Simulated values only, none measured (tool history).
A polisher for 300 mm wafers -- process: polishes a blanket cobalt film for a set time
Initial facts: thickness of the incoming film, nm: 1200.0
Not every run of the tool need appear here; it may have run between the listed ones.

| run | hour | flow of slurry (ml/min) | pressure of the wafer on the pad (psi) | speed of the pad under the wafer (cm/s) | polishing time (s) | film removed (nm) |
|---|---|---|---|---|---|---|
| 1 | 0 | 125 | 2 | 84 | 59 | 272.19 |
| 2 | 6.1 | 125 | 2 | 102 | 59 | 329.2 |
| 3 | 12.4 | 125 | 2 | 102 | 59 | 336.64 |
| 4 | 20.1 | 125 | 1.7 | 98 | 59 | 273.67 |
| 5 | 23.4 | 155 | 1.7 | 98 | 59 | 283.53 |
| 6 | 31.6 | 155 | 1.7 | 98 | 59 | 273.18 |

Run 7 has not been measured yet. What should we expect?
| 7 | 37.3 | 155 | 1.5 | 94 | 59 | ? |

Run 7 yielded film removed (nm) 242.79.
